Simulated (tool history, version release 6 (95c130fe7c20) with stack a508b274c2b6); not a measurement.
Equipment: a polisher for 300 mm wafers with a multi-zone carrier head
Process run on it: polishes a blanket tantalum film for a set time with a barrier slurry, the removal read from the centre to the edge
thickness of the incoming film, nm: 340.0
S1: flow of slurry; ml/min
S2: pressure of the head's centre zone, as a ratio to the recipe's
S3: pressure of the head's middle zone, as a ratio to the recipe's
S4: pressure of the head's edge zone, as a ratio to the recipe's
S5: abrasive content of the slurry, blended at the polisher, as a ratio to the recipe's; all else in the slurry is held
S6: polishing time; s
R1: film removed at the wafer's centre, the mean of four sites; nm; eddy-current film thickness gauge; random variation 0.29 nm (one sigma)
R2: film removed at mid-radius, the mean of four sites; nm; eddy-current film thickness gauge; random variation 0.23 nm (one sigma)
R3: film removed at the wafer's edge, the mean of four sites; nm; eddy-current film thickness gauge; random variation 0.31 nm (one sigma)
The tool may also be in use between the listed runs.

| run | hour | S1 | S2 | S3 | S4 | S5 | S6 | R1 | R2 | R3 |
|---|---|---|---|---|---|---|---|---|---|---|
| 1 | 0.0 | 265 | 1.00 | 1.00 | 1.00 | 1.00 | 76 | 58.006 | 57.727 | 59.101 |
| 2 | 3.9 | 265 | 1.00 | 1.00 | 1.00 | 0.85 | 76 | 54.283 | 53.349 | 55.701 |
| 3 | 10.6 | 265 | 1.00 | 1.00 | 0.93 | 0.85 | 76 | 53.066 | 54.346 | 53.352 |
| 4 | 18.2 | 265 | 1.00 | 1.00 | 0.93 | 0.95 | 76 | 56.589 | 56.925 | 56.010 |
| 5 | 24.1 | 265 | 1.01 | 0.99 | 0.91 | 0.90 | 71 | 52.245 | 50.854 | 49.743 |
| 6 | 31.1 | 265 | 1.00 | 0.98 | 0.90 | 0.85 | 67 | 47.110 | 47.134 | 45.974 |
| 7 | 33.1 | 265 | 1.00 | 0.97 | 0.89 | 0.80 | 64 | 44.099 | 43.031 | 41.522 |
| 8 | 41.7 | 265 | 0.99 | 0.95 | 0.88 | 0.75 | 63 | 41.664 | 40.866 | 40.483 |
| 9 | 42.5 | 265 | 0.99 | 0.95 | 0.88 | 0.75 | 63 | 41.342 | 40.763 | 40.189 |
| 10 | 51.0 | 270 | 0.99 | 0.94 | 0.87 | 0.70 | 61 | 38.136 | 37.464 | 36.519 |
| 11 | 52.3 | 285 | 0.96 | 0.85 | 0.81 | 0.50 | 57 | 24.854 | 24.129 | 23.917 |
| 12 | 56.4 | 285 | 0.97 | 0.87 | 0.82 | 0.50 | 56 | 25.191 | 23.931 | 23.625 |
| 13 | 61.8 | 275 | 0.98 | 0.89 | 0.83 | 0.50 | 56 | 25.437 | 24.323 | 23.737 |
| 14 | 68.4 | 280 | 0.99 | 0.91 | 0.86 | 0.50 | 56 | 25.669 | 24.517 | 24.101 |
| 15 | 69.0 | 265 | 1.00 | 0.92 | 0.87 | 0.50 | 56 | 25.529 | 24.410 | 24.231 |

What does the tool deliver on the next run?
| 16 | 73.4 | 265 | 1.01 | 0.93 | 0.88 | 0.50 | 56 | ? | ? | ? |

R1: 25.778 nm
R2: 24.491 nm
R3: 24.486 nm
